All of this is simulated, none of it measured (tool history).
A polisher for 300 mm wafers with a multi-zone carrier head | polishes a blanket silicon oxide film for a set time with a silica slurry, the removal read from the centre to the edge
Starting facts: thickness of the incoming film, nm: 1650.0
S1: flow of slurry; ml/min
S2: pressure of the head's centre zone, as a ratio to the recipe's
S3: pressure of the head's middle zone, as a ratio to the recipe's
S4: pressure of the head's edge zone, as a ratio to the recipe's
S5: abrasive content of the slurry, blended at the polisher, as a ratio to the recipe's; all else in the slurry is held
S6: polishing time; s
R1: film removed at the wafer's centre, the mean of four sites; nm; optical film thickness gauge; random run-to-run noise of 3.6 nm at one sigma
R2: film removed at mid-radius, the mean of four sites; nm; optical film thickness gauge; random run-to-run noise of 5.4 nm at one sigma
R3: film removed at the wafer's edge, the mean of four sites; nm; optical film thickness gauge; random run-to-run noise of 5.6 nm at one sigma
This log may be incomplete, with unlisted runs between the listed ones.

run  hour   S1    S2    S3    S4    S5  S6      R1      R2      R3
  1     0  195     1     1     1     1  76  277.85  286.19  296.29
  2   6.3  195     1     1     1     1  88  329.11  335.89  343.05
  3   7.2  195     1     1  0.95     1  88  328.74     333  331.68
  4  15.9  195     1     1  0.95     1  79  290.95  308.37  296.09
  5  17.8  220     1     1  0.95     1  79   296.5  301.94  299.84
  6  26.4  220  1.05     1  0.95     1  79  313.42  307.94  302.54
     28.8  -- edge zone pressure recalibrated
  7  28.8  215  1.05  1.04  0.98  1.15  80  339.19  341.82  322.82
  8  33.8  235  0.95  1.07  1.08   1.4  90  377.01  433.92  411.15
  9  34.9  240  0.96  1.07  1.09   1.4  90  384.09  426.58  410.21

What does the tool deliver on the next run?
 10  42.9  240  0.96  1.08  1.09  1.45  90   ?   ?   ?

R1: 381.49 nm
R2: 444.01 nm
R3: 433.29 nm
